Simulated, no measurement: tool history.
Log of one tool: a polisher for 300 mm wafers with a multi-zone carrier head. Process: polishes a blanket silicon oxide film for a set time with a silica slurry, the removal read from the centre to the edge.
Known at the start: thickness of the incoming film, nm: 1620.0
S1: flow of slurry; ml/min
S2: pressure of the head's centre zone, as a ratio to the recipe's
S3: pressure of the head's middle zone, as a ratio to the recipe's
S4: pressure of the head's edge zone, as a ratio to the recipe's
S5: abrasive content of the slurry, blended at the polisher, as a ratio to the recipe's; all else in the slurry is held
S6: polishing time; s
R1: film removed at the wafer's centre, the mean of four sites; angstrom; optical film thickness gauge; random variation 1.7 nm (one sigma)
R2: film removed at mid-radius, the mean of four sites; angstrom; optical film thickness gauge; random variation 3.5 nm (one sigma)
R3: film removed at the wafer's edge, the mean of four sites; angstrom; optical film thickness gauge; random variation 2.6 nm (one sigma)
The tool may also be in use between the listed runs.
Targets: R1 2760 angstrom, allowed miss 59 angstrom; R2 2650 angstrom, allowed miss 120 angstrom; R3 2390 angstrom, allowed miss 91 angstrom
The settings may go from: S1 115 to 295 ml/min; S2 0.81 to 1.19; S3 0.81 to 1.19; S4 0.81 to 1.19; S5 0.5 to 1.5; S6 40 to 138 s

| run | hour | S1 | S2 | S3 | S4 | S5 | S6 | R1 | R2 | R3 |
|---|---|---|---|---|---|---|---|---|---|---|
| 1 | 0 | 190 | 1 | 1 | 1 | 1 | 88 | 1868.2 | 1842.1 | 1836.5 |
| 2 | 8.4 | 190 | 1 | 1 | 1 | 0.85 | 88 | 1748.6 | 1726.2 | 1696.3 |
| 3 | 13.9 | 200 | 1.02 | 1.03 | 1.01 | 0.9 | 88 | 1865.6 | 1824.8 | 1761.8 |
| 4 | 18.1 | 200 | 1.02 | 1.03 | 1.01 | 0.9 | 79 | 1674.1 | 1630.4 | 1607.9 |
| 5 | 24 | 200 | 1.02 | 1.03 | 0.96 | 0.9 | 79 | 1673.8 | 1588.2 | 1562.3 |
| 6 | 26.6 | 205 | 1.04 | 1.05 | 0.98 | 1 | 79 | 1794.2 | 1738.8 | 1597 |
| 7 | 31.4 | 190 | 1.05 | 0.97 | 1.08 | 1.25 | 101 | 2492.1 | 2299.9 | 2428.8 |
| 8 | 37.1 | 200 | 1.05 | 0.99 | 1.07 | 1.25 | 101 | 2542.7 | 2324.5 | 2383.8 |
| 9 | 41.7 | 205 | 1.05 | 1.01 | 1.07 | 1.25 | 101 | 2534.1 | 2368.9 | 2383.9 |

4 next moves are on the table. One of them brings every result within its allowed miss. Which?
| A | 46.3 | 225 | 1.09 | 0.94 | 0.99 | 1.4 | 100 | ? | ? | ? |
| B | 46.3 | 200 | 1.14 | 0.96 | 0.97 | 1.25 | 107 | ? | ? | ? |
| C | 46.3 | 230 | 1.16 | 1.19 | 0.97 | 1.3 | 97 | ? | ? | ? |
| D | 46.3 | 200 | 1.09 | 1.11 | 0.98 | 1.35 | 103 | ? | ? | ? |

| move | R1 | R2 | R3 |
|---|---|---|---|
| A | 2775.1 | 2342.5 | 2418.1 |
| B | 2927 | 2402.8 | 2427.5 |
| C | 2801.8 | 2657.3 | 2258.1 |
| D | 2774.7 | 2661.1 | 2412.7 |
A: brings the result that was furthest off to its target, and leaves another outside
B: takes the result that was furthest off past its target
C: brings the result that was furthest off to its target, and leaves another outside
D: meets every target
The right move is D.
